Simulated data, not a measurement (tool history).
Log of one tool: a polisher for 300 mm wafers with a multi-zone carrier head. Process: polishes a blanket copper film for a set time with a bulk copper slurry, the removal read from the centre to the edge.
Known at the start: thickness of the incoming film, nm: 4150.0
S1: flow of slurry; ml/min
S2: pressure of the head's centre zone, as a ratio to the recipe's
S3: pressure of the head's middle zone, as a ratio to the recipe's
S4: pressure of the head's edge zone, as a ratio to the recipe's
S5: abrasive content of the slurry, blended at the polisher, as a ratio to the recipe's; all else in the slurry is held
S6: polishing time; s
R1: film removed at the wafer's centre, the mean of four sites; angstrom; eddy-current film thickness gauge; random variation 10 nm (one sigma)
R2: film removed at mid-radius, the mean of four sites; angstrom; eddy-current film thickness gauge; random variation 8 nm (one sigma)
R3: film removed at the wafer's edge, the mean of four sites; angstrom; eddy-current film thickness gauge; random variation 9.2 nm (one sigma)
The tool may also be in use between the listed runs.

| run | hour | S1 | S2 | S3 | S4 | S5 | S6 | R1 | R2 | R3 |
|---|---|---|---|---|---|---|---|---|---|---|
| 1 | 0 | 175 | 1 | 1 | 1 | 1 | 64 | 6232 | 6141.4 | 6411.7 |
| 2 | 6.6 | 175 | 1 | 1 | 1 | 1 | 51 | 5032.7 | 5050.8 | 5084.5 |
| 3 | 8 | 175 | 1 | 1 | 1 | 1 | 38 | 3794.9 | 3773.8 | 3718.9 |
| 4 | 13.3 | 175 | 1 | 1 | 1 | 1.15 | 38 | 3883.2 | 3888.1 | 3853.3 |
| 5 | 15.2 | 175 | 1 | 1.04 | 1 | 1.15 | 38 | 3866.5 | 3953.7 | 3848.4 |
| 6 | 21.8 | 180 | 1.02 | 1.04 | 1.02 | 1.2 | 44 | 4515.7 | 4661.8 | 4533.6 |
| 7 | 30.6 | 230 | 1.12 | 0.97 | 1.12 | 1.45 | 58 | 7060.9 | 6128.8 | 6539 |
| 8 | 35 | 230 | 1.12 | 0.97 | 1.13 | 1.45 | 60 | 7235.7 | 6309.5 | 6970.8 |
| 9 | 39 | 235 | 1.12 | 0.98 | 1.14 | 1.45 | 61 | 7511.8 | 6551.4 | 7108.2 |

Forecast run 10:
| 10 | 44.9 | 240 | 1.12 | 0.99 | 1.15 | 1.45 | 61 | ? | ? | ? |

Run 10 gave R1 7513.5 angstrom, R2 6595.1 angstrom, R3 7184.4 angstrom.

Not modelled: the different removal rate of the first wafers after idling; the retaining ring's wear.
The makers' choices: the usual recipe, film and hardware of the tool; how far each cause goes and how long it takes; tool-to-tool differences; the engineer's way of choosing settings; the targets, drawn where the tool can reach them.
